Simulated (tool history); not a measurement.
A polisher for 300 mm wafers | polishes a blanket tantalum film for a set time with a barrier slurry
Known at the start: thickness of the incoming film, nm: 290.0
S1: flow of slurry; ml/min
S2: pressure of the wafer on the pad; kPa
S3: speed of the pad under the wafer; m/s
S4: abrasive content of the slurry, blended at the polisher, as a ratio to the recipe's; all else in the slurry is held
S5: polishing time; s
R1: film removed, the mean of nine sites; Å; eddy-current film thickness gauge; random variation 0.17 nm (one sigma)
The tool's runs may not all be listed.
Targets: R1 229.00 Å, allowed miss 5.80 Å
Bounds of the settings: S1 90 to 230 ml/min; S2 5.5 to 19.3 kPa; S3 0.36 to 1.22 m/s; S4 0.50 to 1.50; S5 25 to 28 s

Run 1, hour 0.0: S1 150 ml/min, S2 12.4 kPa, S3 0.78 m/s, S4 1.00, S5 28 s. Result: R1 374.79 Å.
Run 2, hour 4.6: S1 150 ml/min, S2 10.3 kPa, S3 0.78 m/s, S4 1.00, S5 28 s. Result: R1 326.74 Å.
Run 3, hour 8.2: S1 150 ml/min, S2 10.3 kPa, S3 0.96 m/s, S4 1.00, S5 28 s. Result: R1 399.82 Å.
Run 4, hour 16.5: S1 150 ml/min, S2 9.0 kPa, S3 0.96 m/s, S4 1.00, S5 28 s. Result: R1 359.24 Å.
Run 5, hour 19.5: S1 150 ml/min, S2 9.0 kPa, S3 0.96 m/s, S4 1.00, S5 28 s. Result: R1 365.27 Å.
Run 6, hour 20.7: S1 150 ml/min, S2 10.3 kPa, S3 0.96 m/s, S4 1.00, S5 28 s. Result: R1 401.59 Å.
Run 7, hour 29.3: S1 145 ml/min, S2 9.7 kPa, S3 0.94 m/s, S4 1.00, S5 28 s. Result: R1 368.60 Å.
Run 8, hour 37.0: S1 140 ml/min, S2 9.0 kPa, S3 0.92 m/s, S4 1.00, S5 28 s. Result: R1 349.55 Å.
Run 9, hour 41.8: S1 140 ml/min, S2 8.3 kPa, S3 0.90 m/s, S4 1.00, S5 28 s. Result: R1 319.87 Å.
Run 10, hour 45.0: S1 140 ml/min, S2 7.6 kPa, S3 0.88 m/s, S4 1.00, S5 28 s. Result: R1 294.95 Å.
Run 11, hour 49.2: S1 140 ml/min, S2 7.6 kPa, S3 0.86 m/s, S4 1.00, S5 28 s. Result: R1 287.32 Å.
Run 12, hour 49.9: S1 115 ml/min, S2 5.5 kPa, S3 0.82 m/s, S4 1.00, S5 28 s. Result: R1 220.98 Å.
At hour 55.8: head pressure recalibrated.
Run 13, hour 55.8: S1 130 ml/min, S2 5.5 kPa, S3 0.82 m/s, S4 1.00, S5 28 s. Result: R1 217.92 Å.

5 next moves are on the table. One of them brings every result within its allowed miss. Which?
Run A, hour 61.7: S1 90 ml/min, S2 5.5 kPa, S3 0.94 m/s, S4 1.15, S5 27 s. Result: R1 ?.
Run B, hour 61.7: S1 165 ml/min, S2 7.6 kPa, S3 0.76 m/s, S4 0.95, S5 28 s. Result: R1 ?.
Run C, hour 61.7: S1 100 ml/min, S2 7.6 kPa, S3 0.78 m/s, S4 1.05, S5 26 s. Result: R1 ?.
Run D, hour 61.7: S1 120 ml/min, S2 5.5 kPa, S3 0.74 m/s, S4 1.30, S5 27 s. Result: R1 ?.
Run E, hour 61.7: S1 140 ml/min, S2 6.2 kPa, S3 0.92 m/s, S4 1.00, S5 26 s. Result: R1 ?.

move      R1
   A  237.67
   B  247.17
   C  229.69
   D  201.21
   E  242.72
A: takes the result that was furthest off past its target
B: takes the result that was furthest off past its target
C: meets every target
D: further off than the last run
E: takes the result that was furthest off past its target
The right move is C.
